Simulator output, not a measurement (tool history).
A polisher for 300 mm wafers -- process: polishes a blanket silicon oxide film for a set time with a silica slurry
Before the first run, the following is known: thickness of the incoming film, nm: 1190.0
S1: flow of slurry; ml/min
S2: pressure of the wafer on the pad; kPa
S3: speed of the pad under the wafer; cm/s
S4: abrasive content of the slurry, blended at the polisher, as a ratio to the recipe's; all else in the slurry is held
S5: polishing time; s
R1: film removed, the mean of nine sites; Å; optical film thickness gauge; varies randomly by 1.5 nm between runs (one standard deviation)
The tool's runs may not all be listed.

run  hour   S1    S2   S3    S4  S5      R1
  1     0  305  24.1  118     1  62  2049.7
  2   7.2  305  24.1  118     1  65  2158.3
  3  10.8  250  24.1  118     1  65  2135.3
  4  12.2  200  24.1  118     1  65  2069.8
  5  14.3  200  24.1  118  0.85  65  1909.3
  6  15.1  185  24.1  118  0.85  65  1881.4
  7  22.4  185  23.4  118  0.85  65  1853.7

Run 8 has not been measured yet. What should we expect?
  8  26.9  185  22.8  118  0.85  65   ?

{"run 8": {"R1": 1815.6}}
